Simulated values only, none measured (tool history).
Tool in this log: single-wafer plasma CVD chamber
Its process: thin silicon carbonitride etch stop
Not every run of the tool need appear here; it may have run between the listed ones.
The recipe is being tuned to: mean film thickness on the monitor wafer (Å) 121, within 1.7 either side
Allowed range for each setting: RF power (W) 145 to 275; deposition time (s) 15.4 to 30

run,hour,RF power (W),deposition time (s),mean film thickness on the monitor wafer (Å)
1,0,210,22.7,130.86
2,2.6,210,24,138.09
3,5.3,190,24,134.38
4,13.5,180,23.7,131.18
5,20.7,175,23.5,129.64
6,22.3,175,26.4,145.31
7,23.1,170,25.5,140.86
8,30.7,165,24.8,135.5
9,38.6,160,24.3,131.39

Which single option among these 4 for the next run brings every result within its allowed miss of target? Just one does.
A,46.5,155,21.8,?
B,46.5,170,22.7,?
C,46.5,145,22.9,?
D,46.5,160,23.4,?

move,mean film thickness on the monitor wafer (Å)
A,116.83
B,124.13
C,120.99
D,126.27
A: the result that was furthest off in the last run now lies on the other side of its target
B: moves toward the targets from the last run without getting all of them in spec
C: every result within its allowed miss
D: moves toward the targets from the last run without getting all of them in spec
Move C is the one to make.

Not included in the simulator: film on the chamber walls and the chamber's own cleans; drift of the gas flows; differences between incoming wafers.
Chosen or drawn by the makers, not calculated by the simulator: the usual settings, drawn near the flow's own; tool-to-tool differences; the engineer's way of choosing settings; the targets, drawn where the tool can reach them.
